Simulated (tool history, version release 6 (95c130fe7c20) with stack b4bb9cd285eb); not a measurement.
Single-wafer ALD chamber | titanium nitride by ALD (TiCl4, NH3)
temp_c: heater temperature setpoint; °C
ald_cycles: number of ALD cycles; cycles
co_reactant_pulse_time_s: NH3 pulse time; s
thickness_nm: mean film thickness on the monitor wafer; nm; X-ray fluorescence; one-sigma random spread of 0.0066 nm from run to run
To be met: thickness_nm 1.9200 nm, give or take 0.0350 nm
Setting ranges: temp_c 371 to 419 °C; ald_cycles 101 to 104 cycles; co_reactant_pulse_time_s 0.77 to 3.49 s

| run | hour | temp_c | ald_cycles | co_reactant_pulse_time_s | thickness_nm |
|---|---|---|---|---|---|
| 1 | 0.0 | 395 | 101 | 2.13 | 2.1103 |
| 2 | 9.0 | 391 | 101 | 1.91 | 2.0987 |
| 3 | 16.0 | 391 | 101 | 2.28 | 2.1263 |
| 4 | 18.0 | 391 | 101 | 2.04 | 2.1121 |
| 5 | 18.7 | 397 | 101 | 2.04 | 2.1114 |
| 6 | 19.8 | 405 | 101 | 2.04 | 2.1187 |
| 7 | 20.3 | 400 | 101 | 1.84 | 2.1086 |
| 8 | 28.3 | 395 | 101 | 1.67 | 2.0596 |
| 9 | 33.7 | 393 | 101 | 1.53 | 2.0505 |
| 10 | 37.0 | 381 | 101 | 0.85 | 1.6673 |
| 11 | 38.8 | 384 | 101 | 0.85 | 1.6945 |
| 12 | 41.2 | 384 | 101 | 0.85 | 1.7077 |
| 13 | 46.9 | 387 | 101 | 0.85 | 1.7093 |
| 14 | 52.6 | 390 | 101 | 0.86 | 1.7466 |
| 15 | 54.0 | 392 | 101 | 0.86 | 1.7679 |
| 16 | 59.0 | 394 | 101 | 0.86 | 1.7670 |
| 17 | 61.7 | 406 | 104 | 1.54 | 2.1294 |
| 18 | 68.1 | 404 | 104 | 1.52 | 2.1319 |

Exactly one of the 5 candidate moves below puts every result within its allowed miss. Which one?
| A | 74.5 | 396 | 102 | 0.89 | ? |
| B | 74.5 | 404 | 101 | 0.88 | ? |
| C | 74.5 | 408 | 104 | 0.87 | ? |
| D | 74.5 | 402 | 102 | 0.83 | ? |
| E | 74.5 | 402 | 102 | 1.26 | ? |

| move | thickness_nm |
|---|---|
| A | 1.8368 |
| B | 1.8460 |
| C | 1.9064 |
| D | 1.7860 |
| E | 2.0423 |
A: pushes the last run's worst result past its target
B: pushes the last run's worst result past its target
C: every result within its allowed miss
D: pushes the last run's worst result past its target
E: closer than the last run, but not yet in spec
Answer: C

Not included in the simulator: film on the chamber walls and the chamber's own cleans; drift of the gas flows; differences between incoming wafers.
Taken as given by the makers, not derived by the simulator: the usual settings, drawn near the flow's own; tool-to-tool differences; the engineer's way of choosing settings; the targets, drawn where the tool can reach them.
